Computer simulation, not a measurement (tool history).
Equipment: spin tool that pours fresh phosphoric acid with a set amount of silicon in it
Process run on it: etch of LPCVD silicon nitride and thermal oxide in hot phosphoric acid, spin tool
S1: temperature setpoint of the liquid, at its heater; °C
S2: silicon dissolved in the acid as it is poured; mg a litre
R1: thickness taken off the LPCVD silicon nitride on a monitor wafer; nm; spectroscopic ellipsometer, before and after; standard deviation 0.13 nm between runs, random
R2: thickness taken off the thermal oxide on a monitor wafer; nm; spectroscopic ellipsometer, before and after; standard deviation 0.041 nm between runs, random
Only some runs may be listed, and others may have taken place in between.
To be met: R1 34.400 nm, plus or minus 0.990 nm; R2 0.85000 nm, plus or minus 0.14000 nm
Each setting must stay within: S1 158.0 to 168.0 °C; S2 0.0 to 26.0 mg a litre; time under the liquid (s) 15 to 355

Run 1, hour 0.0: S1 163.0 °C, S2 11.5 mg a litre, time under the liquid (s) 180. Result: R1 21.929 nm, R2 0.48335 nm.
Run 2, hour 6.5: S1 164.0 °C, S2 11.5 mg a litre, time under the liquid (s) 200. Result: R1 25.244 nm, R2 0.67534 nm.
Run 3, hour 7.8: S1 162.5 °C, S2 11.5 mg a litre, time under the liquid (s) 200. Result: R1 23.909 nm, R2 0.54467 nm.
Run 4, hour 10.7: S1 163.5 °C, S2 14.5 mg a litre, time under the liquid (s) 215. Result: R1 26.771 nm, R2 0.55925 nm.
Run 5, hour 11.5: S1 164.5 °C, S2 15.0 mg a litre, time under the liquid (s) 225. Result: R1 28.722 nm, R2 0.67552 nm.
Run 6, hour 12.4: S1 165.0 °C, S2 15.5 mg a litre, time under the liquid (s) 235. Result: R1 30.533 nm, R2 0.69966 nm.
Run 7, hour 17.3: S1 165.5 °C, S2 15.5 mg a litre, time under the liquid (s) 240. Result: R1 31.822 nm, R2 0.74686 nm.
Run 8, hour 21.2: S1 166.0 °C, S2 15.5 mg a litre, time under the liquid (s) 245. Result: R1 33.127 nm, R2 0.80397 nm.
At hour 30.0: thermometer replaced.
Run 9, hour 30.0: S1 166.5 °C, S2 15.5 mg a litre, time under the liquid (s) 250. Result: R1 32.724 nm, R2 0.75114 nm.

Which single option among these 4 for the next run brings every result within its allowed miss of target? Just one does.
Run A, hour 38.8: S1 166.5 °C, S2 12.0 mg a litre, time under the liquid (s) 245. Result: R1 ?, R2 ?.
Run B, hour 38.8: S1 164.0 °C, S2 9.5 mg a litre, time under the liquid (s) 285. Result: R1 ?, R2 ?.
Run C, hour 38.8: S1 166.0 °C, S2 15.0 mg a litre, time under the liquid (s) 245. Result: R1 ?, R2 ?.
Run D, hour 38.8: S1 164.0 °C, S2 17.5 mg a litre, time under the liquid (s) 305. Result: R1 ?, R2 ?.

move      R1       R2
   A  32.329  0.77084
   B  34.648  0.79187
   C  31.806  0.69171
   D  37.079  0.69844
A: misses by more than the last run did
B: each result inside its tolerance
C: misses by more than the last run did
D: carries the result that was furthest off beyond its target, to the other side
Answer: B
